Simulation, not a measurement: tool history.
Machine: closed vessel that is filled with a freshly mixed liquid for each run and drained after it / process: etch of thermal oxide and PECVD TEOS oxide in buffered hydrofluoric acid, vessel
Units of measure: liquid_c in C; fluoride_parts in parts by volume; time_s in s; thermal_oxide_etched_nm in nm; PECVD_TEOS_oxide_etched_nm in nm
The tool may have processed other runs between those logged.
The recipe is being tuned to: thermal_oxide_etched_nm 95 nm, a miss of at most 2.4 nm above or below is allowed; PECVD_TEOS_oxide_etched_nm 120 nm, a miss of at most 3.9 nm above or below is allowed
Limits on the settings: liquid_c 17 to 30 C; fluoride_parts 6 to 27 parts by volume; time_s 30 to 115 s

run,hour,liquid_c,fluoride_parts,time_s,thermal_oxide_etched_nm,PECVD_TEOS_oxide_etched_nm
1,0,22,16.5,60,35.654,45.097
2,7.5,24,14,60,46.909,59.334
3,9.9,25.5,12.5,60,56.504,71.11
4,10.5,22.5,12.5,60,47.855,59.868
5,13.5,24.5,11.5,60,58.5,73.372
6,14.1,23.5,11.5,60,55.649,69.05
7,15,25.5,10.5,60,67.899,85.263
8,20.4,27,10,60,75.976,96.372

4 next moves are on the table. One of them brings every result within its allowed miss. Which?
A,25.8,29,9.5,65,?,?
B,25.8,26.5,9.5,45,?,?
C,25.8,26,10.5,55,?,?
D,25.8,25.5,10,60,?,?

move,thermal_oxide_etched_nm,PECVD_TEOS_oxide_etched_nm
A,93.929,118.4
B,56.931,71.766
C,62.547,78.846
D,69.646,87.795
A: every result lands within tolerance
B: the biggest miss grows against the last run
C: the biggest miss grows against the last run
D: the biggest miss grows against the last run
The move that meets every target is A.
